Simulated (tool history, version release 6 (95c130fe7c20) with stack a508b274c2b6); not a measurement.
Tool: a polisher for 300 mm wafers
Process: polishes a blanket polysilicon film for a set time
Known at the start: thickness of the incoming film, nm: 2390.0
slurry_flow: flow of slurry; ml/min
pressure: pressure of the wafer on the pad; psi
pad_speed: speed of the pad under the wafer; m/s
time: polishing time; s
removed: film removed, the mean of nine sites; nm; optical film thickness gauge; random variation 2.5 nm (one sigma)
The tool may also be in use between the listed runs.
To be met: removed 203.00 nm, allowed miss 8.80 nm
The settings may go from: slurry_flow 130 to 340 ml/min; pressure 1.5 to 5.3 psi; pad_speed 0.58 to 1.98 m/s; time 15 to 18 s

{"run": 1, "hour": 0.0, "slurry_flow": 220, "pressure": 3.4, "pad_speed": 1.28, "time": 18, "removed": 265.94}
{"run": 2, "hour": 5.0, "slurry_flow": 220, "pressure": 3.2, "pad_speed": 1.28, "time": 18, "removed": 247.86}
{"run": 3, "hour": 13.3, "slurry_flow": 200, "pressure": 3.2, "pad_speed": 1.28, "time": 18, "removed": 256.38}
{"run": 4, "hour": 18.6, "slurry_flow": 205, "pressure": 3.1, "pad_speed": 1.28, "time": 18, "removed": 241.41}
{"run": 5, "hour": 19.8, "slurry_flow": 175, "pressure": 3.1, "pad_speed": 1.28, "time": 18, "removed": 241.72}
{"run": 6, "hour": 22.7, "slurry_flow": 175, "pressure": 3.1, "pad_speed": 1.14, "time": 18, "removed": 218.79}
{"run": 7, "hour": 25.0, "slurry_flow": 175, "pressure": 3.0, "pad_speed": 1.14, "time": 18, "removed": 214.37}
{"run": 8, "hour": 32.7, "slurry_flow": 175, "pressure": 3.0, "pad_speed": 1.14, "time": 18, "removed": 212.81}

4 next moves are on the table. One of them brings every result within its allowed miss. Which?
{"run": "A", "hour": 40.4, "slurry_flow": 140, "pressure": 2.9, "pad_speed": 1.26, "time": 18, "removed": "?"}
{"run": "B", "hour": 40.4, "slurry_flow": 180, "pressure": 3.0, "pad_speed": 1.1, "time": 17, "removed": "?"}
{"run": "C", "hour": 40.4, "slurry_flow": 250, "pressure": 2.9, "pad_speed": 1.24, "time": 15, "removed": "?"}
{"run": "D", "hour": 40.4, "slurry_flow": 235, "pressure": 3.5, "pad_speed": 1.2, "time": 16, "removed": "?"}

move=A removed=215.97
move=B removed=197.83
move=C removed=187.16
move=D removed=233.39
A: further off than the last run
B: meets every target
C: takes the result that was furthest off past its target
D: further off than the last run
Answer: B
